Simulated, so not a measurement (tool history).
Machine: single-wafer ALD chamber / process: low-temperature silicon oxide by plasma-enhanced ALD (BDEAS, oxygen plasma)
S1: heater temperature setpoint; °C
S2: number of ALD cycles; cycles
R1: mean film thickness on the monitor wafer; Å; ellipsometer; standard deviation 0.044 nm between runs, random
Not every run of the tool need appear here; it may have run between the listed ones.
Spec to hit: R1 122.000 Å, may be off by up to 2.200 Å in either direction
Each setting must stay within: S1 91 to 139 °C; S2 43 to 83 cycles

| run | hour | S1 | S2 | R1 |
|---|---|---|---|---|
| 1 | 0.0 | 115 | 63 | 99.263 |
| 2 | 1.9 | 114 | 66 | 103.680 |
| 3 | 6.7 | 114 | 57 | 89.104 |
| 4 | 14.6 | 123 | 57 | 88.437 |
| 5 | 15.2 | 122 | 61 | 95.398 |
| 6 | 19.8 | 122 | 56 | 87.032 |
| 7 | 22.7 | 122 | 60 | 93.061 |
| 8 | 31.2 | 114 | 70 | 109.700 |

Pick the move, out of 4, that brings all results within their allowed miss; only one does.
| A | 39.7 | 117 | 75 | ? |
| B | 39.7 | 113 | 77 | ? |
| C | 39.7 | 120 | 61 | ? |
| D | 39.7 | 111 | 83 | ? |

| move | R1 |
|---|---|
| A | 116.550 |
| B | 120.440 |
| C | 94.330 |
| D | 130.250 |
A: closer than the last run, but not yet in spec
B: all results in spec
C: misses by more than the last run did
D: carries the result that was furthest off beyond its target, to the other side
B meets every target.
